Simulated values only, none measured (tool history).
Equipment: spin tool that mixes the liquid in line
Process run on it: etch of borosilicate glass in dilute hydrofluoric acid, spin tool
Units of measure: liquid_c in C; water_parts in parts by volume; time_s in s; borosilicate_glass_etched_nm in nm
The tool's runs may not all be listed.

run  hour  liquid_c  water_parts  time_s  borosilicate_glass_etched_nm
  1     0        21          235      15                         1.208
  2   8.8        21          315      15                       0.83683
  3  12.9        22          285      15                       0.98917
  4  13.7        23          260      15                        1.1313
  5    15        24          235      15                        1.3417
  6  21.9        22          235      15                        1.2502
  7  26.5        23          220      15                        1.4019
  8  33.7        24          205      15                        1.5906
  9  41.3        25          195      15                         1.744
 10  43.2      25.5          190      15                        1.8341
 11    48        26          185      15                        1.9153

What does the tool deliver on the next run?
 12  51.5      26.5          180      15                             ?

{"run 12": {"borosilicate_glass_etched_nm": 2.0504}}
